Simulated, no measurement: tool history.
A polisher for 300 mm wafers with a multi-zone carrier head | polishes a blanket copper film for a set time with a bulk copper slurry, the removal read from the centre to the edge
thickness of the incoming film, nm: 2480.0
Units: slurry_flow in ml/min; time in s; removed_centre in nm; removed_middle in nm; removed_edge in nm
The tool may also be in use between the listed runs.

run,hour,slurry_flow,centre_zone,middle_zone,edge_zone,slurry_solids,time,removed_centre,removed_middle,removed_edge
1,0,255,1,1,1,1,84,852.44,839.18,831.42
2,7.4,255,1,1,1.06,1,84,849.58,825.12,865.72
3,8.2,255,1,1,1.06,1,73,730.56,735.43,740.06
4,17.1,255,0.94,1,1.06,1,73,693.41,719.64,764.47
5,19.4,255,0.94,1,1.14,1,73,684.02,724.81,785.99
6,27.5,255,0.94,1,1.14,1.15,73,696.61,746.51,798.07
7,30.4,255,0.96,1,1.12,1.1,69,660.29,695.89,744.69
8,31.7,255,0.98,1,1.1,1.05,66,655.61,667.73,690.47
9,34.4,255,0.99,0.99,1.08,1,64,648.71,623.13,666.76
10,42.4,255,0.99,1,1.06,0.95,62,612.71,617.06,631.6

Run 11 has not been measured yet. What should we expect?
11,46,245,1.09,0.9,0.96,0.7,56,?,?,?

removed_centre: 586.08 nm
removed_middle: 488.98 nm
removed_edge: 515.42 nm

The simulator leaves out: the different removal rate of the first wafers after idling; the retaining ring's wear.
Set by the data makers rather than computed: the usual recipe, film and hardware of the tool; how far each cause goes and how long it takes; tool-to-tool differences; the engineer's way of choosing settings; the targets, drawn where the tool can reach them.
